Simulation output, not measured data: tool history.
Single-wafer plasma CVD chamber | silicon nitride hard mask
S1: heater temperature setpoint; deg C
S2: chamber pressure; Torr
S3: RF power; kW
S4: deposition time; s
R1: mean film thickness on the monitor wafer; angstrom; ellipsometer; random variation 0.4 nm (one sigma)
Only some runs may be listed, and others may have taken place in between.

run 1 hour=0 | S1=390 S2=1.58 S3=0.25 S4=75.9 | R1=752.36
run 2 hour=7.2 | S1=390 S2=1.58 S3=0.25 S4=75.9 | R1=754.49
run 3 hour=9.4 | S1=390 S2=1.51 S3=0.245 S4=75.9 | R1=729.7
run 4 hour=15.2 | S1=390 S2=1.47 S3=0.245 S4=75.9 | R1=723.16
run 5 hour=22.3 | S1=390 S2=1.43 S3=0.245 S4=75.9 | R1=718.46
run 6 hour=28.2 | S1=390 S2=1.43 S3=0.22 S4=75.9 | R1=654.57
run 7 hour=31.4 | S1=390 S2=1.46 S3=0.22 S4=75.9 | R1=659.53
run 8 hour=40.3 | S1=390 S2=1.46 S3=0.22 S4=75.9 | R1=657.53

Predict the results of run 9:
run 9 hour=41.7 | S1=390 S2=1.49 S3=0.22 S4=75.9 | R1=?

{"run 9": {"R1": 664.95}}
